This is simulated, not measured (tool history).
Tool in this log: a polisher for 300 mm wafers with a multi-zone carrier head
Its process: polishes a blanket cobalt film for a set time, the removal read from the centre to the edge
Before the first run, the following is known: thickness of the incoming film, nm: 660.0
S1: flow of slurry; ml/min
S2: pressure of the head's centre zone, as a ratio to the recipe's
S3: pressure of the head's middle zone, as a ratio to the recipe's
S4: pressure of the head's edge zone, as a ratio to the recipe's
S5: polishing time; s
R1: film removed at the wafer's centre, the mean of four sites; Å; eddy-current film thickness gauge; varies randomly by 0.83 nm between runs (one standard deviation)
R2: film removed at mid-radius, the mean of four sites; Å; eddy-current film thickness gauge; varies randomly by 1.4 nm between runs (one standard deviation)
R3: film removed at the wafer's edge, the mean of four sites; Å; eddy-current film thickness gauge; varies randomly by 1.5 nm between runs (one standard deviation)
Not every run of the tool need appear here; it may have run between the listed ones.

run,hour,S1,S2,S3,S4,S5,R1,R2,R3
1,0.0,250,1.00,1.00,1.00,66,2349.2,2244.4,2247.9
2,2.8,235,0.96,0.99,0.98,60,2024.3,2034.0,2024.9
3,10.9,225,0.93,0.97,0.95,56,1816.4,1882.1,1859.6
4,19.0,215,0.90,0.94,0.93,53,1666.7,1710.1,1735.3
5,27.9,180,0.90,0.94,0.93,53,1606.3,1660.3,1682.3
6,28.7,175,0.88,0.93,0.92,51,1509.4,1578.4,1626.5

Run 7 has not been measured yet. What should we expect?
7,35.1,170,0.87,0.93,0.90,50,?,?,?

R1: 1441.2 Å
R2: 1525.2 Å
R3: 1593.5 Å
